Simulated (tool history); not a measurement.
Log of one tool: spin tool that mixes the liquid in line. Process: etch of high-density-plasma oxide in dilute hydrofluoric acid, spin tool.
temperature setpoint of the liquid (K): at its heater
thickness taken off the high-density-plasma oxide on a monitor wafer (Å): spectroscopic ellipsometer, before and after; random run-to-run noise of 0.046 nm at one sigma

run	hour	temperature setpoint of the liquid (K)	parts of water to one part of 49 % hydrofluoric acid (parts by volume)	time under the liquid (s)	thickness taken off the high-density-plasma oxide on a monitor wafer (Å)
1	0.0	294.15	55	80	74.639
2	8.7	296.65	55	80	82.211
3	17.2	296.65	55	60	63.309
4	22.2	296.65	55	60	63.223
5	27.2	296.65	55	60	62.980
6	28.8	296.15	60	60	56.105

For run 7, what comes out?
7	36.9	295.15	60	60	?

thickness taken off the high-density-plasma oxide on a monitor wafer (Å): 52.516
